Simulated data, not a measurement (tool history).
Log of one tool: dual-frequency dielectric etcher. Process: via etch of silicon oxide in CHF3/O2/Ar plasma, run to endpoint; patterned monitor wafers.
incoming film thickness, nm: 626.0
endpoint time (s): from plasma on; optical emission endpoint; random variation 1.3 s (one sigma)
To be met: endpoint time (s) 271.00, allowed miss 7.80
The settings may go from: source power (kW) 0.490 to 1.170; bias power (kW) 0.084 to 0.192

run  hour  source power (kW)  bias power (kW)  endpoint time (s)
  1   0.0              0.830            0.138             305.06
  2   7.9              0.900            0.142             290.35
  3  16.9              0.800            0.142             308.35
  4  17.9              0.860            0.145             296.80
  5  21.1              0.760            0.145             312.41
  6  26.6              0.830            0.149             296.91
  7  28.7              0.880            0.151             286.76
  8  36.9              0.910            0.152             282.22

Which of these 4 next moves meets every target?
  A  45.1              0.910            0.150                  ?
  B  45.1              0.770            0.158                  ?
  C  45.1              0.990            0.152                  ?
  D  45.1              0.860            0.151                  ?

move  endpoint time (s)
   A             283.67
   B             303.59
   C             270.66
   D             291.29
A: further off than the last run
B: further off than the last run
C: meets every target
D: further off than the last run
The right move is C.
